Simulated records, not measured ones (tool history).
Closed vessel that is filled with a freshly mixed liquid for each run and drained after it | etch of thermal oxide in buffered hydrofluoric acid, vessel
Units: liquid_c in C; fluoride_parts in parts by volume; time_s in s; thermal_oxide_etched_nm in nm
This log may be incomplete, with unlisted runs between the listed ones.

Run 1, hour 0.0: liquid_c 21.0 C, fluoride_parts 15.5 parts by volume, time_s 120 s. Result: thermal_oxide_etched_nm 73.435 nm.
Run 2, hour 3.5: liquid_c 21.0 C, fluoride_parts 15.5 parts by volume, time_s 125 s. Result: thermal_oxide_etched_nm 76.467 nm.
Run 3, hour 7.4: liquid_c 21.0 C, fluoride_parts 15.5 parts by volume, time_s 120 s. Result: thermal_oxide_etched_nm 73.117 nm.
Run 4, hour 9.6: liquid_c 21.0 C, fluoride_parts 15.5 parts by volume, time_s 120 s. Result: thermal_oxide_etched_nm 73.502 nm.
At hour 14.1: hydrofluoric acid flow meter replaced.
Run 5, hour 14.1: liquid_c 23.0 C, fluoride_parts 15.5 parts by volume, time_s 120 s. Result: thermal_oxide_etched_nm 89.241 nm.
Run 6, hour 16.2: liquid_c 23.0 C, fluoride_parts 15.5 parts by volume, time_s 120 s. Result: thermal_oxide_etched_nm 90.123 nm.
Run 7, hour 24.7: liquid_c 22.5 C, fluoride_parts 15.5 parts by volume, time_s 120 s. Result: thermal_oxide_etched_nm 87.505 nm.

Predict the results of run 8:
Run 8, hour 25.6: liquid_c 22.0 C, fluoride_parts 15.5 parts by volume, time_s 120 s. Result: thermal_oxide_etched_nm ?.

thermal_oxide_etched_nm: 84.441 nm

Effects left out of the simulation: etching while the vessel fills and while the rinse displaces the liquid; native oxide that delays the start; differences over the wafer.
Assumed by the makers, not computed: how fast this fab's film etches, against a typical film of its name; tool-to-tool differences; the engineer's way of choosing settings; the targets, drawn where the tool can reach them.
